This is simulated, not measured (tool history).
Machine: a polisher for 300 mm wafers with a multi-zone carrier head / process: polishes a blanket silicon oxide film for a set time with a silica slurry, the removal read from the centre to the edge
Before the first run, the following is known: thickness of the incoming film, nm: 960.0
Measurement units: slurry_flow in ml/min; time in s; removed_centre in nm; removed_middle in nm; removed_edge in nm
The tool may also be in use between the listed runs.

run 1 hour=0 | slurry_flow=155 centre_zone=1 middle_zone=1 edge_zone=1 slurry_solids=1 time=82 | removed_centre=283.64 removed_middle=280.4 removed_edge=291.15
run 2 hour=2.4 | slurry_flow=155 centre_zone=1 middle_zone=1 edge_zone=1 slurry_solids=0.8 time=82 | removed_centre=257.16 removed_middle=247.98 removed_edge=252.35
run 3 hour=8.3 | slurry_flow=160 centre_zone=1.03 middle_zone=1 edge_zone=1 slurry_solids=0.9 time=83 | removed_centre=287.83 removed_middle=266.8 removed_edge=270.3
run 4 hour=14.3 | slurry_flow=160 centre_zone=1.04 middle_zone=1 edge_zone=1.01 slurry_solids=1 time=85 | removed_centre=308.7 removed_middle=283.05 removed_edge=293.48
run 5 hour=14.9 | slurry_flow=165 centre_zone=1.05 middle_zone=1 edge_zone=1.01 slurry_solids=1.05 time=87 | removed_centre=333.21 removed_middle=295.62 removed_edge=316.8
run 6 hour=22.1 | slurry_flow=165 centre_zone=0.99 middle_zone=1 edge_zone=1.01 slurry_solids=1.05 time=87 | removed_centre=308.86 removed_middle=298.15 removed_edge=313.68
run 7 hour=24.7 | slurry_flow=165 centre_zone=1.01 middle_zone=1.01 edge_zone=1.01 slurry_solids=1.1 time=89 | removed_centre=330.14 removed_middle=319.79 removed_edge=327.88
run 8 hour=28.3 | slurry_flow=165 centre_zone=1.03 middle_zone=1.01 edge_zone=1.01 slurry_solids=1.15 time=91 | removed_centre=347.62 removed_middle=330.71 removed_edge=335.77
run 9 hour=29.7 | slurry_flow=170 centre_zone=1.04 middle_zone=1.01 edge_zone=1.02 slurry_solids=1.2 time=93 | removed_centre=362.5 removed_middle=347.27 removed_edge=356.84
run 10 hour=34.3 | slurry_flow=175 centre_zone=1.06 middle_zone=1.01 edge_zone=1.02 slurry_solids=1.25 time=95 | removed_centre=386.24 removed_middle=356.45 removed_edge=367.83
run 11 hour=42.1 | slurry_flow=175 centre_zone=1.07 middle_zone=1.01 edge_zone=1.03 slurry_solids=1.3 time=97 | removed_centre=413.49 removed_middle=379.27 removed_edge=379.97
run 12 hour=46.7 | slurry_flow=175 centre_zone=1.07 middle_zone=1 edge_zone=1.04 slurry_solids=1.35 time=99 | removed_centre=428.48 removed_middle=385.24 removed_edge=406.39
run 13 hour=50.5 | slurry_flow=175 centre_zone=1.08 middle_zone=1 edge_zone=1.05 slurry_solids=1.35 time=100 | removed_centre=422.39 removed_middle=391.04 removed_edge=414.78
run 14 hour=57.2 | slurry_flow=180 centre_zone=1.09 middle_zone=1 edge_zone=1.05 slurry_solids=1.35 time=101 | removed_centre=450.89 removed_middle=384.79 removed_edge=425.87

For run 15, what comes out?
run 15 hour=62.7 | slurry_flow=185 centre_zone=1.1 middle_zone=1.01 edge_zone=1.05 slurry_solids=1.35 time=101 | removed_centre=? removed_middle=? removed_edge=?

{"run 15": {"removed_centre": 454.72, "removed_middle": 399.28, "removed_edge": 421.96}}

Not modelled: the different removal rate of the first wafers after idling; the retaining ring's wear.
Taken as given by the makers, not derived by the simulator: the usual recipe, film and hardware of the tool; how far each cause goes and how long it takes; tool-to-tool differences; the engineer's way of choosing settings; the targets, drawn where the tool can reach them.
